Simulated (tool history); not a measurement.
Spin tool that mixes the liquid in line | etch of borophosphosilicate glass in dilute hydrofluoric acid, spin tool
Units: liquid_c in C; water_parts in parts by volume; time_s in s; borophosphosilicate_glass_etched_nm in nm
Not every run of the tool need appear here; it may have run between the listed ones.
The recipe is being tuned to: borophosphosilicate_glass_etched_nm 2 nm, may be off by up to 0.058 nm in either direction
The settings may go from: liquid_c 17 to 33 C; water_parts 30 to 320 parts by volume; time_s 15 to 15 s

| run | day | liquid_c | water_parts | time_s | borophosphosilicate_glass_etched_nm |
|---|---|---|---|---|---|
| 1 | 0 | 25 | 175 | 15 | 2.429 |
| 2 | 0.046 | 25 | 115 | 15 | 3.9469 |
| 3 | 0.221 | 22 | 115 | 15 | 3.5182 |
| 4 | 0.371 | 20.5 | 130 | 15 | 2.894 |
| 5 | 0.479 | 19.5 | 140 | 15 | 2.5416 |
| 6 | 0.775 | 18 | 140 | 15 | 2.3852 |
| 7 | 1.129 | 17.5 | 145 | 15 | 2.235 |
| 8 | 1.492 | 17.5 | 150 | 15 | 2.166 |

Next run, 5 choices. One meets every target within its allowed miss, the rest don't. Which?
| A | 1.854 | 19 | 155 | 15 | ? |
| B | 1.854 | 17 | 135 | 15 | ? |
| C | 1.854 | 17 | 150 | 15 | ? |
| D | 1.854 | 20 | 175 | 15 | ? |
| E | 1.854 | 17.5 | 155 | 15 | ? |

| move | borophosphosilicate_glass_etched_nm |
|---|---|
| A | 2.22 |
| B | 2.3971 |
| C | 2.1259 |
| D | 2.0049 |
| E | 2.0896 |
A: further off than the last run
B: further off than the last run
C: closes in on the targets versus the last run, not all within tolerance yet
D: all results in spec
E: closes in on the targets versus the last run, not all within tolerance yet
Correct choice: D, which meets every target
